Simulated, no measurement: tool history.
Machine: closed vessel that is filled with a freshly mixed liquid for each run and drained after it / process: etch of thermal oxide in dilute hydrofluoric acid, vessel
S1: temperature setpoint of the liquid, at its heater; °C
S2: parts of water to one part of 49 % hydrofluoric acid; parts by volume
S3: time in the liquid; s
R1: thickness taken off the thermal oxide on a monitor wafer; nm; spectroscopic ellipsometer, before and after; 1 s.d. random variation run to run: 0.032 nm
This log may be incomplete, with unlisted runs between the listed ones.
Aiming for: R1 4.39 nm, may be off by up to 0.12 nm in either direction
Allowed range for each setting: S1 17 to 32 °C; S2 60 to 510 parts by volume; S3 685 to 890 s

run,day,S1,S2,S3,R1
1,0,24,285,890,11.953
2,0.154,24,285,685,9.2872
3,0.367,27.5,285,685,10.602
4,0.679,25,335,685,7.7195
5,0.779,25,290,685,9.3285
6,0.9,23,330,685,7.5168
7,0.979,21.5,355,685,6.3668
8,1.167,20.5,370,685,5.8238
9,1.233,19.5,385,685,5.3514
10,1.354,19,395,685,5.0837
11,1.55,18.5,400,685,4.9217
12,1.683,18,405,685,4.7368

Below are 4 possible settings for the next run. Only one of them brings all results inside the allowed miss of their targets. Which is it?
A,1.817,21.5,500,745,?
B,1.817,18,430,820,?
C,1.817,17.5,445,685,?
D,1.817,19,425,705,?

move,R1
A,4.4049
B,5.2927
C,4.1498
D,4.7865
A: each result inside its tolerance
B: lands further from the targets than the last run did
C: carries the result that was furthest off beyond its target, to the other side
D: lands further from the targets than the last run did
Go with A: it meets all targets.

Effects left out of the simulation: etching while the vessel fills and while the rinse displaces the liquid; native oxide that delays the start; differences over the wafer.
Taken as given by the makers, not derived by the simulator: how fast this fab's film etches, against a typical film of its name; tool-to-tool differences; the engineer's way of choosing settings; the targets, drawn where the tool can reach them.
